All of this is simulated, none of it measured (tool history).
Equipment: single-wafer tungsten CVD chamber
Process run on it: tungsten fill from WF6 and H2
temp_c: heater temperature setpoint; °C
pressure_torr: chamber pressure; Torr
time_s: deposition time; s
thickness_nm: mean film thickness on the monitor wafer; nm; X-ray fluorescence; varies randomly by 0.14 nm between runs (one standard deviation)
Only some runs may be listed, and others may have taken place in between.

run  hour  temp_c  pressure_torr  time_s  thickness_nm
  1     0     375           30.3    26.9        45.484
  2   1.8     370           30.3    26.9        41.298
  3   9.6     374           30.3    26.9        44.545
  4  10.9     374           25.5    26.9        40.595
  5  17.8     373           25.5    26.9        39.736
  6  20.1     373           25.5    27.8        41.184
  7    28     372           25.5    27.8        40.608

Expected results for the next run?
  8  35.7     371           25.5    27.8             ?

{"run 8": {"thickness_nm": 40.03}}
